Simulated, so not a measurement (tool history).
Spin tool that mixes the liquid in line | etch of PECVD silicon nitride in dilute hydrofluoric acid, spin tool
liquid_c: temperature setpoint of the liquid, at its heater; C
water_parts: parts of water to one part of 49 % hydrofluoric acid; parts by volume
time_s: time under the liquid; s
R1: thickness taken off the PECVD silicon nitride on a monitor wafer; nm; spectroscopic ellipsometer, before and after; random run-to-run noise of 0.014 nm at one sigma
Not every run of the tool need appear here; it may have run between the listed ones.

{"run": 1, "hour": 0.0, "liquid_c": 24, "water_parts": 275, "time_s": 70, "R1": 0.84728}
{"run": 2, "hour": 6.4, "liquid_c": 25, "water_parts": 275, "time_s": 70, "R1": 0.89754}
{"run": 3, "hour": 15.2, "liquid_c": 25, "water_parts": 205, "time_s": 70, "R1": 1.197}
{"run": 4, "hour": 21.0, "liquid_c": 25, "water_parts": 105, "time_s": 70, "R1": 2.2814}
{"run": 5, "hour": 27.0, "liquid_c": 25, "water_parts": 165, "time_s": 70, "R1": 1.476}
{"run": 6, "hour": 30.6, "liquid_c": 25, "water_parts": 165, "time_s": 70, "R1": 1.4612}
{"run": 7, "hour": 33.9, "liquid_c": 25, "water_parts": 165, "time_s": 70, "R1": 1.4358}

Expected results for the next run?
{"run": 8, "hour": 35.2, "liquid_c": 24, "water_parts": 165, "time_s": 70, "R1": "?"}

R1: 1.38210 nm

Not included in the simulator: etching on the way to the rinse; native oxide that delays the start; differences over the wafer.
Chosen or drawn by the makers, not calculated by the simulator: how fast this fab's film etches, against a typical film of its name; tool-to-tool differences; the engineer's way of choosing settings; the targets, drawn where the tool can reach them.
